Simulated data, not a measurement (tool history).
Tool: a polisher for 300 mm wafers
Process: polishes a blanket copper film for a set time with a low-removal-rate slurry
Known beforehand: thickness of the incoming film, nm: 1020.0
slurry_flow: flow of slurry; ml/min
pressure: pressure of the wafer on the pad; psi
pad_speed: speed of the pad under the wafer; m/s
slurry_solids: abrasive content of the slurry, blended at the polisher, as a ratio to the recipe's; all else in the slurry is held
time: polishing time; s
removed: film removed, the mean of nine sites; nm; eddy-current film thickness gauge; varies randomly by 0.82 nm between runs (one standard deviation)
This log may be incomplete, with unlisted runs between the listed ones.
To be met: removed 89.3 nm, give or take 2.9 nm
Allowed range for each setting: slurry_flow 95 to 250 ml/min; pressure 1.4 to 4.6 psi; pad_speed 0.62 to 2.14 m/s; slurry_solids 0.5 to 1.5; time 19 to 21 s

run,hour,slurry_flow,pressure,pad_speed,slurry_solids,time,removed
1,0,160,3,1.38,1,21,103.46
2,7.4,155,2.9,1.38,1,21,98.909
3,8.2,150,2.8,1.38,1,21,97.008
4,13.3,150,2.8,1.38,1,21,96.686
5,22.2,150,2.7,1.38,1,21,93.245
6,24.8,150,2.7,1.58,1,21,104.88
7,31.6,150,2.6,1.58,1,21,102.61
8,38.8,150,2.5,1.58,1,21,98.576
9,45.7,150,2.4,1.58,1,21,93.57

Pick the move, out of 4, that brings all results within their allowed miss; only one does.
A,52.6,175,2.9,1.48,0.95,19,?
B,52.6,160,2.5,1.56,1.15,20,?
C,52.6,135,2.4,1.7,1,19,?
D,52.6,180,2.5,1.64,0.9,21,?

move,removed
A,94.197
B,94.983
C,88.948
D,98.266
A: its largest miss is bigger than the last run's
B: its largest miss is bigger than the last run's
C: all results in spec
D: its largest miss is bigger than the last run's
The move that meets every target is C.
